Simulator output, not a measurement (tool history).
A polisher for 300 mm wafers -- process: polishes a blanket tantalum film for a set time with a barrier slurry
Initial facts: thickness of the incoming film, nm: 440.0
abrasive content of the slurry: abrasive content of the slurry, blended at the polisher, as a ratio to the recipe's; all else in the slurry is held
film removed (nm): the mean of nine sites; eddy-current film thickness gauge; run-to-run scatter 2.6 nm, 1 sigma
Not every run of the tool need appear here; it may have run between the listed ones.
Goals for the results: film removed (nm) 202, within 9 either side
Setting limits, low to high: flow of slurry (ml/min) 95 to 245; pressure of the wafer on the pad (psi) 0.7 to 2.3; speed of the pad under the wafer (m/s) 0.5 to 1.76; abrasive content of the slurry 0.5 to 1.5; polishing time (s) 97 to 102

run  hour  flow of slurry (ml/min)  pressure of the wafer on the pad (psi)  speed of the pad under the wafer (m/s)  abrasive content of the slurry  polishing time (s)  film removed (nm)
  1     0                      155                                     1.5                                    1.12                               1                  97              124.2
  2   6.9                      155                                     1.5                                    1.12                             1.1                  97             128.14
  3   7.8                      155                                     1.5                                    1.12                             1.1                 102              134.1
  4  10.5                      155                                     1.2                                    1.12                             1.1                 102             108.47
  5  18.3                      155                                     1.3                                    1.12                             1.1                 102             116.23
  6  20.4                      155                                     1.4                                    1.12                             1.1                 102             123.98
  7  23.8                      155                                     1.5                                    1.12                             1.1                 102             133.87
  8    25                      155                                     1.6                                    1.12                             1.1                 102             138.07
  9  33.4                      155                                     1.7                                    1.12                             1.1                 102             149.19
 10  41.2                      155                                     1.8                                    1.12                             1.1                 102             158.73
 11  48.4                      155                                     1.9                                    1.12                             1.1                 102              165.6

Which one of the following 4 next-run settings gets every result inside its allowed miss? There is exactly one.
  A  55.6                      205                                     1.9                                    1.48                               1                 102                  ?
  B  55.6                      165                                     1.6                                     1.7                             1.4                 102                  ?
  C  55.6                      145                                     1.8                                    1.08                            1.15                  97                  ?
  D  55.6                      155                                     2.1                                    1.24                            1.05                 102                  ?

move  film removed (nm)
   A             218.42
   B             229.22
   C             144.52
   D             197.83
A: carries the result that was furthest off beyond its target, to the other side
B: carries the result that was furthest off beyond its target, to the other side
C: the biggest miss grows against the last run
D: each result inside its tolerance
Go with D: it meets all targets.

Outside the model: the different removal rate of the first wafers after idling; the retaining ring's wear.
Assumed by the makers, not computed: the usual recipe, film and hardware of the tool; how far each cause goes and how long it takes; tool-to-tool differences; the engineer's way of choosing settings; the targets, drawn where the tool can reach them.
